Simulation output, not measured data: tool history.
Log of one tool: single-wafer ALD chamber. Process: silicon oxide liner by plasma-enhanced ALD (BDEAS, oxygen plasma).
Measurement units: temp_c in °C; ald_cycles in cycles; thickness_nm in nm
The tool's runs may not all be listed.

run  hour  temp_c  ald_cycles  thickness_nm
  1   0.0     320          59        5.1657
  2   5.1     320          57        4.9776
  3   9.9     320          65        5.6686
  4  18.7     320          61        5.3370
  5  22.0     330          61        5.2956
  6  27.6     330          66        5.7091
  7  29.9     330          62        5.3733

Estimate the outcome of run 8 from the log above:
  8  37.0     330          59             ?

thickness_nm: 5.1229 nm
